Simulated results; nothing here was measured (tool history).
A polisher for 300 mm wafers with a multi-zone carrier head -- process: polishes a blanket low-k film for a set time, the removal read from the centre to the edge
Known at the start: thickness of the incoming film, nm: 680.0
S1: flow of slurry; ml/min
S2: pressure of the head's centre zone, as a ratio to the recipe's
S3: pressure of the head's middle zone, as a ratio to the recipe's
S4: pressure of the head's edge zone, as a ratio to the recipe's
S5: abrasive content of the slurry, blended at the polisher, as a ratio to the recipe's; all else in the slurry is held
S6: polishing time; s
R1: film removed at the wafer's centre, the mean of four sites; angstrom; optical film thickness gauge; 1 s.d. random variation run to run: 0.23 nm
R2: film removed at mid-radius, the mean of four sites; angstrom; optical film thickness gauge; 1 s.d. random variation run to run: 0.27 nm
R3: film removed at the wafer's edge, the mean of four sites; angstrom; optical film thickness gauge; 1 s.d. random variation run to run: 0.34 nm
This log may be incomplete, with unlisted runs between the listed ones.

run  hour   S1    S2    S3    S4    S5  S6      R1      R2      R3
  1   0.0  290  1.00  1.00  1.00  1.00  38  178.70  183.92  180.45
  2   4.3  295  1.02  1.03  1.02  1.10  39  195.08  202.49  197.93
  3   7.0  300  1.04  1.06  1.02  1.15  40  205.77  217.63  206.22
  4   9.3  305  1.06  1.08  1.03  1.20  41  217.65  228.52  216.17
  5  13.0  305  1.06  1.08  1.03  1.05  41  206.73  218.93  206.24
  6  18.4  310  1.08  1.10  1.04  1.15  41  217.74  230.06  212.22
  7  22.1  315  1.09  1.11  1.05  1.20  42  225.28  243.52  227.97
  8  24.5  340  1.19  1.16  0.96  1.45  44  275.47  288.20  243.22

The next listed run, before its measurement:
  9  29.8  340  1.19  1.16  0.98  1.45  44   ?   ?   ?

Run 9 yielded R1 274.38 angstrom, R2 289.55 angstrom, R3 248.96 angstrom.
